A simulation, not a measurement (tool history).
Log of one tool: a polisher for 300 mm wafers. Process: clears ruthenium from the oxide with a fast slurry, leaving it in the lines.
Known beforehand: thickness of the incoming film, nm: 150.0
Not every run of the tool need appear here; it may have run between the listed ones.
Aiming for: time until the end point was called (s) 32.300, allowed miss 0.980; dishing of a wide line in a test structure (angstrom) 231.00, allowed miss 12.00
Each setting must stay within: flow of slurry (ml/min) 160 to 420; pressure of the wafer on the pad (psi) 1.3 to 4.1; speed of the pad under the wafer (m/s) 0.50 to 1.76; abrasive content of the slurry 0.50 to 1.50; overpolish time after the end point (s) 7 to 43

run  hour  flow of slurry (ml/min)  pressure of the wafer on the pad (psi)  speed of the pad under the wafer (m/s)  abrasive content of the slurry  overpolish time after the end point (s)  time until the end point was called (s)  dishing of a wide line in a test structure (angstrom)
  1   0.0                      270                                     2.7                                    1.12                            1.00                                       22                                   42.689                                                 314.66
  2   2.6                      300                                     2.7                                    1.12                            1.00                                       22                                   41.767                                                 319.91
  3   9.3                      300                                     2.7                                    0.96                            1.00                                       22                                   48.938                                                 302.68
  4  17.1                      300                                     2.7                                    0.96                            0.85                                       22                                   51.842                                                 282.49
  5  20.5                      300                                     2.7                                    0.82                            0.85                                       22                                   61.339                                                 269.56
  6  25.9                      300                                     2.7                                    0.82                            0.75                                       22                                   63.412                                                 257.99
  7  30.0                      300                                     2.9                                    0.86                            0.70                                       20                                   58.344                                                 255.36
  8  38.5                      300                                     3.1                                    0.90                            0.65                                       18                                   53.752                                                 247.23
  9  43.8                      305                                     3.8                                    1.12                            0.60                                        8                                   36.986                                                 196.85
 10  52.8                      305                                     3.8                                    1.12                            0.60                                        9                                   37.403                                                 209.78
 11  55.1                      305                                     4.0                                    1.14                            0.60                                       10                                   34.661                                                 235.83

Pick the move, out of 5, that brings all results within their allowed miss; only one does.
  A  57.4                      335                                     3.8                                    1.08                            0.70                                       10                                        ?                                                      ?
  B  57.4                      300                                     3.8                                    1.12                            0.55                                       11                                        ?                                                      ?
  C  57.4                      300                                     3.7                                    1.28                            0.50                                       11                                        ?                                                      ?
  D  57.4                      400                                     4.0                                    1.06                            0.60                                        9                                        ?                                                      ?
  E  57.4                      280                                     4.0                                    1.28                            0.55                                        9                                        ?                                                      ?

move  time until the end point was called (s)  dishing of a wide line in a test structure (angstrom)
   A                                   35.465                                                 237.12
   B                                   38.230                                                 240.06
   C                                   35.876                                                 249.31
   D                                   36.115                                                 219.32
   E                                   32.153                                                 236.05
A: further off than the last run
B: further off than the last run
C: further off than the last run
D: further off than the last run
E: in spec on every target
Answer: E
